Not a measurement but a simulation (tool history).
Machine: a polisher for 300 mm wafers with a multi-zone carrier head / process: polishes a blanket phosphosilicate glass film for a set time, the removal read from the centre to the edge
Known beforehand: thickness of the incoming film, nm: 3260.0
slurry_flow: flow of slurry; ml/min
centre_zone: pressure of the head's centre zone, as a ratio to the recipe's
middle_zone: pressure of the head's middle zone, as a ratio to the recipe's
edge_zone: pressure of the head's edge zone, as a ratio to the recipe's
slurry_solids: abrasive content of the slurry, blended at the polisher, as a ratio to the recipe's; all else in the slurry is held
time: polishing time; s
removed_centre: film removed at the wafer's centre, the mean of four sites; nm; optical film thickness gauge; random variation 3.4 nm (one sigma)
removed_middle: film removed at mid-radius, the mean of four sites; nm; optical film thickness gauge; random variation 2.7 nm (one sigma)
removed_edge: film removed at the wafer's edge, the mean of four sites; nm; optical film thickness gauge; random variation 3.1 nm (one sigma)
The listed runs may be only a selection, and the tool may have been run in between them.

| run | day | slurry_flow | centre_zone | middle_zone | edge_zone | slurry_solids | time | removed_centre | removed_middle | removed_edge |
|---|---|---|---|---|---|---|---|---|---|---|
| 1 | 0.000 | 175 | 1.00 | 1.00 | 1.00 | 1.00 | 49 | 334.33 | 327.40 | 313.87 |
| 2 | 0.367 | 175 | 1.05 | 1.00 | 1.00 | 1.00 | 49 | 351.24 | 325.27 | 315.49 |
| 3 | 0.408 | 200 | 1.05 | 1.00 | 1.00 | 1.00 | 49 | 349.76 | 329.73 | 320.02 |
| 4 | 0.596 | 200 | 1.05 | 1.00 | 1.05 | 1.00 | 49 | 354.05 | 329.31 | 326.53 |
| 5 | 0.962 | 195 | 1.02 | 0.97 | 1.02 | 0.85 | 48 | 306.57 | 295.50 | 303.60 |
| 6 | 1.338 | 185 | 1.04 | 0.97 | 0.98 | 0.75 | 46 | 290.68 | 270.22 | 261.16 |
| 7 | 1.417 | 180 | 1.02 | 0.94 | 0.96 | 0.70 | 46 | 265.35 | 257.36 | 259.41 |

For run 8, what comes out?
| 8 | 1.650 | 175 | 1.03 | 0.92 | 0.94 | 0.65 | 46 | ? | ? | ? |

removed_centre: 268.67 nm
removed_middle: 239.30 nm
removed_edge: 242.59 nm
